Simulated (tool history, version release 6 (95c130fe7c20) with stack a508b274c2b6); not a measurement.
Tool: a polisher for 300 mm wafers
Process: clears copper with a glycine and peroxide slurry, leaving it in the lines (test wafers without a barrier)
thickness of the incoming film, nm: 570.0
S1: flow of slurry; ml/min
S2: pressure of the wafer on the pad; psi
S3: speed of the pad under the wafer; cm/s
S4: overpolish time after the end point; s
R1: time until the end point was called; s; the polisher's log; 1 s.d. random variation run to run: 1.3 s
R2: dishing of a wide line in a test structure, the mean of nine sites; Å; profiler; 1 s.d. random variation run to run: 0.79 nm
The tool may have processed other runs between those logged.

run	day	S1	S2	S3	S4	R1	R2
1	0.000	280	2.0	124	17	141.25	342.96
2	0.304	280	2.0	136	17	128.81	357.69
3	0.512	280	2.1	136	17	123.82	368.60
4	0.542	280	2.2	136	17	120.79	372.01
5	0.812	280	2.3	136	17	116.77	377.79
6	1.025	280	1.8	136	17	142.70	335.34

Estimate the outcome of run 7 from the log above:
# day 1.075: worn pad replaced by a new one
7	1.075	280	1.9	136	17	?	?

{"run 7": {"R1": 124.13, "R2": 362.73}}
